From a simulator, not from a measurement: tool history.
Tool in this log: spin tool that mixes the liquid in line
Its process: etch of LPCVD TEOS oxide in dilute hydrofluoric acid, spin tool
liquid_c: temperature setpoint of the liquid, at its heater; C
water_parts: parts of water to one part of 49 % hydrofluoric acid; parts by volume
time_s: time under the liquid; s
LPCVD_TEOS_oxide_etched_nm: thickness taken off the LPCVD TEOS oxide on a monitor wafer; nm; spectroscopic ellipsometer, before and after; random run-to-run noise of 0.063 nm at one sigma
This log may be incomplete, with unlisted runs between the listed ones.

run	hour	liquid_c	water_parts	time_s	LPCVD_TEOS_oxide_etched_nm
1	0.0	22.0	280	265	11.4680
2	5.0	22.0	280	265	11.3300
3	13.1	21.0	295	265	10.1310
4	19.7	20.5	305	265	9.6338
5	25.9	20.5	305	265	9.7533
6	32.3	20.5	305	265	9.6595
7	34.7	20.0	315	265	9.0052
8	42.4	20.0	315	265	8.9968
9	47.8	19.5	320	265	8.5820
# hour 54.7: hydrofluoric acid flow meter replaced
10	54.7	17.0	350	265	7.6970

Estimate the outcome of run 11 from the log above:
11	61.6	17.0	350	265	?

LPCVD_TEOS_oxide_etched_nm: 7.6284 nm

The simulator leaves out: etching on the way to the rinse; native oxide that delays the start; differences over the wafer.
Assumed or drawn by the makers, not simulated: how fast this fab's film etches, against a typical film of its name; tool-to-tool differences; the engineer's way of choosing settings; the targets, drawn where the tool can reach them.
